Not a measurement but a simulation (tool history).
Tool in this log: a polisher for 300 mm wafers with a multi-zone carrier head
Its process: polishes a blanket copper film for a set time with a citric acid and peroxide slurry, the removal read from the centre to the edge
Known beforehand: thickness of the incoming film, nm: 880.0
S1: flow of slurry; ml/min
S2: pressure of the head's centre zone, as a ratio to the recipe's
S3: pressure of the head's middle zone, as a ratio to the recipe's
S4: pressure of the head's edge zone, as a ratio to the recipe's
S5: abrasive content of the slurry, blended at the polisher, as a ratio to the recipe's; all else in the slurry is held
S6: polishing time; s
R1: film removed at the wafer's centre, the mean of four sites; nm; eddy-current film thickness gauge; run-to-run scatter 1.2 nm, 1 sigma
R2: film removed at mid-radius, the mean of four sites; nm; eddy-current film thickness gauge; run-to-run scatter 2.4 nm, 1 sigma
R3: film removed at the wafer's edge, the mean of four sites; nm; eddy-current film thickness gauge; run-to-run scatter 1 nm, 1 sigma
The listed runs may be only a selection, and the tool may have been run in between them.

run	hour	S1	S2	S3	S4	S5	S6	R1	R2	R3
1	0.0	205	1.00	1.00	1.00	1.00	80	177.40	184.09	181.99
2	9.0	155	1.00	1.00	1.00	1.00	80	171.56	183.84	175.10
3	11.1	155	1.00	1.00	1.00	1.00	97	207.09	220.77	215.18
4	16.8	155	1.00	1.00	1.00	1.00	113	239.79	251.60	251.47
5	18.0	150	0.97	1.01	0.95	0.85	103	208.07	226.15	215.94
6	26.2	150	0.92	1.01	0.95	0.85	103	192.40	224.09	212.48

The next listed run, before its measurement:
7	27.2	145	0.91	1.01	0.91	0.75	96	?	?	?

For run 7 the tool returned R1 173.80 nm, R2 201.22 nm, R3 187.97 nm.

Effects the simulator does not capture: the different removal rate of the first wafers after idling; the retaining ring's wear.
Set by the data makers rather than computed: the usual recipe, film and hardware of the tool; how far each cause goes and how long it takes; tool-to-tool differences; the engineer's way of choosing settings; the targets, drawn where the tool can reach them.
